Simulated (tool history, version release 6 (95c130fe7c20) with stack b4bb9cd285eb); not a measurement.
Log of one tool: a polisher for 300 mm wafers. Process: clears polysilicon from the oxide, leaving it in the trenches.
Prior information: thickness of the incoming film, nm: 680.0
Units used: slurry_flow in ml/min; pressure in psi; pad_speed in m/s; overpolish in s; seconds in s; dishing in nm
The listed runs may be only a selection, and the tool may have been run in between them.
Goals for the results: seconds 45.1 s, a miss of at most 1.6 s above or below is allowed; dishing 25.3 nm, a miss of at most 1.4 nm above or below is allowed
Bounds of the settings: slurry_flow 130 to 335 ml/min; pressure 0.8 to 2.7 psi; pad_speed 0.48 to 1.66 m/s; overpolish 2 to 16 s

run	hour	slurry_flow	pressure	pad_speed	overpolish	seconds	dishing
1	0	215	1.7	1.06	8	60.708	25.465
2	2.8	215	1.8	1.06	7	56.424	25.118
3	10.6	165	1.8	1.06	7	59.077	25.079
4	15.8	165	2.1	1.06	7	51.993	25.964
5	24	175	2.1	1.06	6	50.174	24.877
6	29.8	185	2.1	1.06	6	50.114	24.695
7	31.9	195	2.1	1.06	6	48.63	25.162
8	35.7	205	2.1	1.06	6	48.765	25.513
9	39.7	205	2.1	1.06	6	49.409	25.286
10	46.9	210	2.1	1.06	6	48.319	25.318
11	53.3	215	2.1	1.06	6	48.121	25.647
12	54.2	220	2.1	1.06	6	48.338	25.828
13	59.2	220	2.2	1.06	4	47.026	23.48

Which single option among these 5 for the next run brings every result within its allowed miss of target? Just one does.
A	64.2	165	2.2	1.06	9	?	?
B	64.2	190	2.3	0.96	7	?	?
C	64.2	210	2	1.2	6	?	?
D	64.2	235	2.2	0.98	6	?	?
E	64.2	230	2.4	0.92	4	?	?

move	seconds	dishing
A	49.028	26.249
B	50.443	25.761
C	45.873	25.597
D	50.134	25.304
E	49.077	23.314
A: brings the result that was furthest off to its target, and leaves another outside
B: brings the result that was furthest off to its target, and leaves another outside
C: meets every target
D: brings the result that was furthest off to its target, and leaves another outside
E: moves away from the targets compared with the last run
Correct choice: C, which meets every target

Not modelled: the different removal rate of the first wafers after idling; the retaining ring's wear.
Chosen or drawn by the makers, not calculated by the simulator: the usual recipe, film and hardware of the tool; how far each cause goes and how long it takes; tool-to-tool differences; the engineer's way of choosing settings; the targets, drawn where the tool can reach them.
